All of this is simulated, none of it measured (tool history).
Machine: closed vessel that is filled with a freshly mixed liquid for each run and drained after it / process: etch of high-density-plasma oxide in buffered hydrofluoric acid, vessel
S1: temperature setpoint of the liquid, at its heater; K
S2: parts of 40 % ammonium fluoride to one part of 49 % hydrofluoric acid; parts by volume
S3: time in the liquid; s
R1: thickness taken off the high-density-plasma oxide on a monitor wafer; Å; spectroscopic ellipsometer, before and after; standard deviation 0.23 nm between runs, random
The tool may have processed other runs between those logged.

Run 1, hour 0: S1 295.15 K, S2 17.5 parts by volume, S3 30 s. Result: R1 225.53 Å.
Run 2, hour 8: S1 297.15 K, S2 17.5 parts by volume, S3 30 s. Result: R1 255 Å.
Run 3, hour 12.9: S1 298.65 K, S2 17.5 parts by volume, S3 30 s. Result: R1 277.65 Å.
Run 4, hour 20.6: S1 298.65 K, S2 17.5 parts by volume, S3 30 s. Result: R1 280.14 Å.
Run 5, hour 24.3: S1 298.65 K, S2 13.5 parts by volume, S3 30 s. Result: R1 355.08 Å.
Run 6, hour 32.7: S1 298.65 K, S2 10.5 parts by volume, S3 30 s. Result: R1 463.94 Å.
Run 7, hour 38.3: S1 297.65 K, S2 10.5 parts by volume, S3 30 s. Result: R1 435.05 Å.
Run 8, hour 47.5: S1 296.65 K, S2 10.5 parts by volume, S3 30 s. Result: R1 413.27 Å.

The next listed run, before its measurement:
Run 9, hour 53.7: S1 296.15 K, S2 10.5 parts by volume, S3 30 s. Result: R1 ?.

Run 9 yielded R1 400.26 Å.

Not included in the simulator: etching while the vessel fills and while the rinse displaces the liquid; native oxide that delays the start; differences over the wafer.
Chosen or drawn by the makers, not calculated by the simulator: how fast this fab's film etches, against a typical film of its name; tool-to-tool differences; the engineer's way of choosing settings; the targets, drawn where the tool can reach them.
